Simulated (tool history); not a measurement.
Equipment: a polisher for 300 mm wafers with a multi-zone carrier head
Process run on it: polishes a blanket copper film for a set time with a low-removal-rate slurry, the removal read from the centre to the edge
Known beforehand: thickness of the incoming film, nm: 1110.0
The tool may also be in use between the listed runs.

run  hour  flow of slurry (ml/min)  pressure of the head's centre zone  pressure of the head's middle zone  pressure of the head's edge zone  abrasive content of the slurry  polishing time (s)  film removed at the wafer's centre (angstrom)  film removed at mid-radius (angstrom)  film removed at the wafer's edge (angstrom)
  1     0                      135                                   1                                   1                                 1                               1                  40                                         1178.8                                 1222.2                                       1283.7
  2   7.1                      135                                   1                                   1                                 1                               1                  48                                           1428                                 1486.6                                       1533.3
  3   9.4                      135                                   1                                   1                                 1                             1.2                  48                                         1470.6                                   1543                                       1567.7
  4  16.5                      135                                0.99                                   1                              0.99                            1.15                  47                                         1414.5                                 1493.8                                       1548.7
  5  24.9                      105                                0.99                                   1                              0.99                            1.15                  47                                         1279.7                                 1347.5                                       1458.5
  6  31.3                      105                                0.98                                   1                              0.98                             1.1                  46                                         1218.3                                 1329.6                                       1403.7
  7  36.2                      105                                0.98                                0.99                              0.97                            1.05                  45                                         1171.2                                 1268.3                                       1334.9
  8  40.9                      105                                0.97                                0.98                              0.96                               1                  45                                         1152.1                                 1257.8                                         1353

For run 9, what comes out?
  9  44.8                      105                                0.97                                0.98                              0.95                            0.95                  44                                              ?                                      ?                                            ?

Run 9 measured film removed at the wafer's centre (angstrom) 1152.9, film removed at mid-radius (angstrom) 1220.3, film removed at the wafer's edge (angstrom) 1299.6.
